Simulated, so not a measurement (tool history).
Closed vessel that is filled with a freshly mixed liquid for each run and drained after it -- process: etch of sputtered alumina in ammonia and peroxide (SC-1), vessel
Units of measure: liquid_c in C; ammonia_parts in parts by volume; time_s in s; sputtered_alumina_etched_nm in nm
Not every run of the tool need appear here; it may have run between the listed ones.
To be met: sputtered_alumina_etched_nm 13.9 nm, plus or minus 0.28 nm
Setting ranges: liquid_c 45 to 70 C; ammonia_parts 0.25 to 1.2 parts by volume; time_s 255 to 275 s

run	day	liquid_c	ammonia_parts	time_s	sputtered_alumina_etched_nm
1	0	61	0.95	255	23.162
2	0.329	58	0.95	255	19.839
3	0.696	56	0.95	255	17.751
4	0.912	54.5	0.95	255	16.491
5	1.208	54.5	0.95	275	17.738
6	1.442	53.5	0.95	275	16.775
7	1.546	52.5	0.95	275	15.915
8	1.929	52	0.95	275	15.397
# day 2.225: thermometer replaced
9	2.225	52	0.95	275	16.893

4 next moves are on the table. One of them brings every result within its allowed miss. Which?
A	2.521	51	0.5	255	?
B	2.521	49.5	0.85	255	?
C	2.521	48.5	0.95	265	?
D	2.521	48.5	0.8	265	?

move	sputtered_alumina_etched_nm
A	13.979
B	13.54
C	13.455
D	13.237
A: all results land within tolerance of their targets
B: pushes the last run's worst result past its target
C: pushes the last run's worst result past its target
D: pushes the last run's worst result past its target
The right move is A.
